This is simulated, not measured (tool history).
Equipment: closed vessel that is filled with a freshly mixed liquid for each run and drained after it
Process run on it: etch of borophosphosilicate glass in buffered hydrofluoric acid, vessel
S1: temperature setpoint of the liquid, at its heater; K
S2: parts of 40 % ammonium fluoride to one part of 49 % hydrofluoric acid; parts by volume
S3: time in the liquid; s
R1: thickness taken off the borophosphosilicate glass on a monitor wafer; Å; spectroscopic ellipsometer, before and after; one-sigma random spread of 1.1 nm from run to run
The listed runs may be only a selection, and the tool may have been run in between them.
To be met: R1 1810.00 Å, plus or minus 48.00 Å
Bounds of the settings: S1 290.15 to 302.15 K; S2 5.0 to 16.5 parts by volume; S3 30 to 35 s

run	hour	S1	S2	S3	R1
1	0.0	294.15	10.0	35	792.29
2	8.0	294.15	10.0	30	684.05
3	17.0	295.65	9.0	30	793.61
4	22.6	293.15	9.0	30	684.52
5	29.7	291.15	9.0	30	619.93
6	32.7	293.15	8.0	30	783.21
7	36.7	297.15	5.0	30	1508.90
8	40.7	297.65	5.0	30	1566.00

Consider the 4 candidate settings below. Which is the only one whose results all fall within their allowed miss of target?
A	44.7	297.65	5.5	35	?
B	44.7	297.65	5.0	35	?
C	44.7	300.65	5.5	35	?
D	44.7	296.65	5.0	35	?

move	R1
A	1672.70
B	1818.00
C	1960.30
D	1723.40
A: nearer the targets than the last run, but a result is still out of spec
B: in spec on every target
C: carries the result that was furthest off beyond its target, to the other side
D: nearer the targets than the last run, but a result is still out of spec
Correct choice: B, which meets every target
